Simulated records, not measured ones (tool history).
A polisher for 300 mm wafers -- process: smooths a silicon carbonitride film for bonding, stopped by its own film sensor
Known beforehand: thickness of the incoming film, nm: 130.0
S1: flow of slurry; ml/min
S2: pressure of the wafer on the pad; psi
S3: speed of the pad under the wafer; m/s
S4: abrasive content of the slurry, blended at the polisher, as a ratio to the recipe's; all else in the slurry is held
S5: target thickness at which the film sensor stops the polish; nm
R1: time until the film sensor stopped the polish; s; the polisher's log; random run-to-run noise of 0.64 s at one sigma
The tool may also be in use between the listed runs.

run	hour	S1	S2	S3	S4	S5	R1
1	0.0	160	1.9	0.94	1.0	120	48.316
2	4.8	175	1.9	0.94	1.0	120	48.981
3	6.0	175	1.9	0.94	0.8	120	51.956
4	13.3	175	2.1	0.96	0.8	120	45.937
5	16.4	175	2.1	0.80	0.8	120	52.504
6	20.1	175	1.8	0.80	0.8	120	61.197
7	27.2	175	2.0	0.82	0.8	120	51.260
8	32.9	175	2.1	0.84	0.8	120	50.788

Forecast run 9:
9	35.6	175	2.3	0.86	0.8	120	?

{"run 9": {"R1": 46.734}}

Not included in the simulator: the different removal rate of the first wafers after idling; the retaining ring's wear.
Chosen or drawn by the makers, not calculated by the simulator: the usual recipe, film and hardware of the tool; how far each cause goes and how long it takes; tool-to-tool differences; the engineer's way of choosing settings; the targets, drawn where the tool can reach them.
